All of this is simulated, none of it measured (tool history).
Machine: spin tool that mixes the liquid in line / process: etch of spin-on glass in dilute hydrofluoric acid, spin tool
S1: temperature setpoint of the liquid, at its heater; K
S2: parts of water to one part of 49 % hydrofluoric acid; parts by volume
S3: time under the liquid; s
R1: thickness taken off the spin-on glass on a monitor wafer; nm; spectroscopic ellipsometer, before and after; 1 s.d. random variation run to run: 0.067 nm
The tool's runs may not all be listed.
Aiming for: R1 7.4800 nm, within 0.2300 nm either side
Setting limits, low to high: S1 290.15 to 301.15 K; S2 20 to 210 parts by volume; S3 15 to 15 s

run  hour      S1   S2  S3      R1
  1   0.0  293.15  115  15  5.6374
  2   2.3  290.15  115  15  5.1025
  3   8.0  290.15  115  15  5.1042
  4   9.9  291.15  115  15  5.2235
  5  10.7  292.15  115  15  5.4087
  6  13.1  293.15  115  15  5.6683
  7  16.2  293.15  115  15  5.6378
  8  22.1  294.15  115  15  5.8958
     29.1  -- hydrofluoric acid flow meter replaced
  9  29.1  294.65  115  15  6.4213
 10  30.7  295.15  115  15  6.4851

Which of these 4 next moves meets every target?
  A  32.3  294.15  100  15   ?
  B  32.3  294.15  105  15   ?
  C  32.3  297.15  105  15   ?
  D  32.3  292.15   85  15   ?

move      R1
   A  7.3213
   B  6.9330
   C  7.8174
   D  8.0663
A: every result lands within tolerance
B: gains on the last run, yet a result remains outside its allowed miss
C: takes the result that was furthest off past its target
D: takes the result that was furthest off past its target
Answer: A
